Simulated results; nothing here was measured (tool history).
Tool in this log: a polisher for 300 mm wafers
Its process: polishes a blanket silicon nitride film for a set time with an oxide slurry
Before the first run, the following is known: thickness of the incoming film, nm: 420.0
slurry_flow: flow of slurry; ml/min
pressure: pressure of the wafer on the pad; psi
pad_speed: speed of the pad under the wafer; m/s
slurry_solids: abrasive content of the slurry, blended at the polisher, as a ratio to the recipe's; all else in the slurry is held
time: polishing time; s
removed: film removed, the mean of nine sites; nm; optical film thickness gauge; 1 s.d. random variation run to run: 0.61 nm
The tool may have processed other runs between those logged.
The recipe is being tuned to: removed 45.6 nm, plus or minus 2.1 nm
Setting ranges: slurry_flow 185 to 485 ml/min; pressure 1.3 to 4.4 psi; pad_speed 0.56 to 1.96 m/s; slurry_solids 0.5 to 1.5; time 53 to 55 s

run 1 hour=0 | slurry_flow=310 pressure=2.8 pad_speed=1.26 slurry_solids=1 time=53 | removed=30.345
run 2 hour=0.5 | slurry_flow=310 pressure=3 pad_speed=1.26 slurry_solids=1 time=53 | removed=33.706
run 3 hour=5.1 | slurry_flow=310 pressure=3.1 pad_speed=1.26 slurry_solids=1 time=53 | removed=33.986
run 4 hour=11.3 | slurry_flow=310 pressure=3.1 pad_speed=1.26 slurry_solids=1 time=55 | removed=35.517
run 5 hour=12.2 | slurry_flow=310 pressure=3.1 pad_speed=1.26 slurry_solids=1 time=53 | removed=34.012
run 6 hour=17 | slurry_flow=310 pressure=3.3 pad_speed=1.26 slurry_solids=1 time=53 | removed=35.871
run 7 hour=23.3 | slurry_flow=310 pressure=3.4 pad_speed=1.26 slurry_solids=1 time=53 | removed=36.573
run 8 hour=25.9 | slurry_flow=310 pressure=3.5 pad_speed=1.26 slurry_solids=1 time=53 | removed=37.518

Consider the 5 candidate settings below. Which is the only one whose results all fall within their allowed miss of target?
run A hour=28.5 | slurry_flow=285 pressure=3.5 pad_speed=1.54 slurry_solids=1 time=55 | removed=?
run B hour=28.5 | slurry_flow=330 pressure=3.1 pad_speed=1.14 slurry_solids=1.15 time=53 | removed=?
run C hour=28.5 | slurry_flow=325 pressure=2.6 pad_speed=1.5 slurry_solids=0.85 time=53 | removed=?
run D hour=28.5 | slurry_flow=275 pressure=2.8 pad_speed=1.22 slurry_solids=0.85 time=53 | removed=?
run E hour=28.5 | slurry_flow=380 pressure=4.1 pad_speed=0.92 slurry_solids=0.85 time=53 | removed=?

move=A removed=44.513
move=B removed=33.854
move=C removed=29.198
move=D removed=26.843
move=E removed=33.428
A: each result inside its tolerance
B: misses by more than the last run did
C: misses by more than the last run did
D: misses by more than the last run did
E: misses by more than the last run did
Answer: A
